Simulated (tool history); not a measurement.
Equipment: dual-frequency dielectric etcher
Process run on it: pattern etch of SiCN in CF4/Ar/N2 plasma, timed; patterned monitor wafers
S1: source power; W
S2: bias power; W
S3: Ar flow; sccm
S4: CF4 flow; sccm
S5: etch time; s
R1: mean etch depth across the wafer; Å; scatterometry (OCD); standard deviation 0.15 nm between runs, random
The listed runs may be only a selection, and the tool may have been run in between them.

run  hour   S1  S2   S3  S4     S5      R1
  1   0.0  340  88  121  55  123.5  812.02
  2   1.8  340  88  121  55  123.5  809.85
  3   2.7  390  88  121  55  123.5  929.51
  4   9.9  390  88  109  55  123.5  944.86
  5  17.3  390  79  109  55  123.5  903.43
  6  24.3  390  91  109  55  123.5  954.10
  7  28.4  360  90  109  55  123.5  883.53
  8  36.4  360  90  109  55  123.5  879.93
  9  37.8  340  89  109  55  123.5  827.92

What does the tool deliver on the next run?
 10  43.4  320  89  109  55  123.5   ?

{"run 10": {"R1": 777.85}}

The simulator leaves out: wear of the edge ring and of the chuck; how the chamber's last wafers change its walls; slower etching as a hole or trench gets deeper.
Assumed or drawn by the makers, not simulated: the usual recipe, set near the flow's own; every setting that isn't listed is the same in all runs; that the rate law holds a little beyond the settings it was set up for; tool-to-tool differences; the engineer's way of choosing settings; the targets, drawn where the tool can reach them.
